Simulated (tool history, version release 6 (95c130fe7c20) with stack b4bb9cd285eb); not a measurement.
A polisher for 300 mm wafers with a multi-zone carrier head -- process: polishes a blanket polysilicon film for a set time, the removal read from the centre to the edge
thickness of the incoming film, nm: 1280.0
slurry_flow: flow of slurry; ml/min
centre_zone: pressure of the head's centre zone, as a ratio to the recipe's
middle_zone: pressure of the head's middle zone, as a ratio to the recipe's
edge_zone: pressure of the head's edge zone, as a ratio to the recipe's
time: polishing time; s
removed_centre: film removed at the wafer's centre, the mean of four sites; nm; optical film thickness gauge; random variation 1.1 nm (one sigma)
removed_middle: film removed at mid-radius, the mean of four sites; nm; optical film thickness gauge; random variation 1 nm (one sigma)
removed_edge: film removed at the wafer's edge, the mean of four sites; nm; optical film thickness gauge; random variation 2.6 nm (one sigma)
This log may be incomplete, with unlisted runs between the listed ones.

run 1 hour=0 | slurry_flow=140 centre_zone=1 middle_zone=1 edge_zone=1 time=39 | removed_centre=283.95 removed_middle=275.5 removed_edge=276.14
run 2 hour=4.7 | slurry_flow=105 centre_zone=1 middle_zone=1 edge_zone=1 time=39 | removed_centre=257.94 removed_middle=251.69 removed_edge=267.09
run 3 hour=9.9 | slurry_flow=105 centre_zone=1 middle_zone=0.93 edge_zone=1 time=39 | removed_centre=260.32 removed_middle=237.24 removed_edge=264.67
run 4 hour=16.1 | slurry_flow=105 centre_zone=0.99 middle_zone=0.92 edge_zone=0.99 time=38 | removed_centre=249.12 removed_middle=227.78 removed_edge=258.38
run 5 hour=24.7 | slurry_flow=105 centre_zone=0.99 middle_zone=0.91 edge_zone=0.98 time=37 | removed_centre=244.61 removed_middle=218.61 removed_edge=250.32
run 6 hour=25.5 | slurry_flow=105 centre_zone=0.98 middle_zone=0.9 edge_zone=0.97 time=36 | removed_centre=237.58 removed_middle=214.6 removed_edge=245.96
run 7 hour=28.5 | slurry_flow=105 centre_zone=0.98 middle_zone=0.89 edge_zone=0.97 time=35 | removed_centre=227.07 removed_middle=205.99 removed_edge=231.63

Expected results for the next run?
run 8 hour=35.1 | slurry_flow=105 centre_zone=0.98 middle_zone=0.88 edge_zone=0.97 time=34 | removed_centre=? removed_middle=? removed_edge=?

Logged for run 8: removed_centre 222.15 nm, removed_middle 195.96 nm, removed_edge 227.75 nm.

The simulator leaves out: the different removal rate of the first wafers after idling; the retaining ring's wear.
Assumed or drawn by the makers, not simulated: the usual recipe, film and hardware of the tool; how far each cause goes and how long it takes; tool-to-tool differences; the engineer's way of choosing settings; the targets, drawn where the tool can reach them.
